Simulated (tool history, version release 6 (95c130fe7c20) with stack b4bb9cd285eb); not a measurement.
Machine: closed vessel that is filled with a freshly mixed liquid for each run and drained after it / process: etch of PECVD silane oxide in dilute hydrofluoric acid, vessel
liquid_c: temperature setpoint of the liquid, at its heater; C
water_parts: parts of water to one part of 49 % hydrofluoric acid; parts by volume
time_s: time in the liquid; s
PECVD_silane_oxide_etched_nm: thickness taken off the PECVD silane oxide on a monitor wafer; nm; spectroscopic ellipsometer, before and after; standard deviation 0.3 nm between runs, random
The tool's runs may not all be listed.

| run | day | liquid_c | water_parts | time_s | PECVD_silane_oxide_etched_nm |
|---|---|---|---|---|---|
| 1 | 0.000 | 21.0 | 150 | 55 | 12.9640 |
| 2 | 0.104 | 21.0 | 150 | 40 | 9.4653 |
| 3 | 0.462 | 21.0 | 195 | 40 | 6.9096 |
| 4 | 0.525 | 23.0 | 155 | 45 | 10.9180 |
| 5 | 0.642 | 24.5 | 125 | 45 | 14.8700 |
| 6 | 1.004 | 24.5 | 85 | 45 | 23.2240 |
| 7 | 1.150 | 25.5 | 70 | 45 | 30.2200 |
| 8 | 1.321 | 29.0 | 45 | 45 | 55.9340 |

The next listed run, before its measurement:
|  | 1.612 | hydrofluoric acid flow meter replaced |
| 9 | 1.612 | 28.5 | 45 | 45 | ? |

PECVD_silane_oxide_etched_nm: 60.6520 nm
